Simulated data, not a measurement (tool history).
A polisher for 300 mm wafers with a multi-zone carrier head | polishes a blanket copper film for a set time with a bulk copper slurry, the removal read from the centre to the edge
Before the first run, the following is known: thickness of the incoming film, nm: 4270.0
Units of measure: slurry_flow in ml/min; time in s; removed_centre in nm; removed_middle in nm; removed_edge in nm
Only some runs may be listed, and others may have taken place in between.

run  hour  slurry_flow  centre_zone  middle_zone  edge_zone  slurry_solids  time  removed_centre  removed_middle  removed_edge
  1     0          275            1            1          1              1    50          586.25          614.62        601.32
  2     2          275         0.93            1          1              1    50          570.86          622.66        604.38
  3   3.2          285         0.98         1.03       0.96            1.1    51          634.42          641.59        632.54
  4   4.1          285         0.98         0.96       0.96            1.1    51          632.88          626.58        618.29
  5  10.3          305            1         1.02       0.92              1    53          630.98          654.62        637.13
  6    14          305            1         1.02       0.96              1    53          655.19          668.52         633.1
  7  19.5          330            1         1.05       0.98              1    53          660.53          685.13        643.53

Forecast run 8:
  8  20.7          355         1.03         1.09       0.99           0.95    54               ?               ?             ?

removed_centre: 704.83 nm
removed_middle: 732.51 nm
removed_edge: 666.1 nm
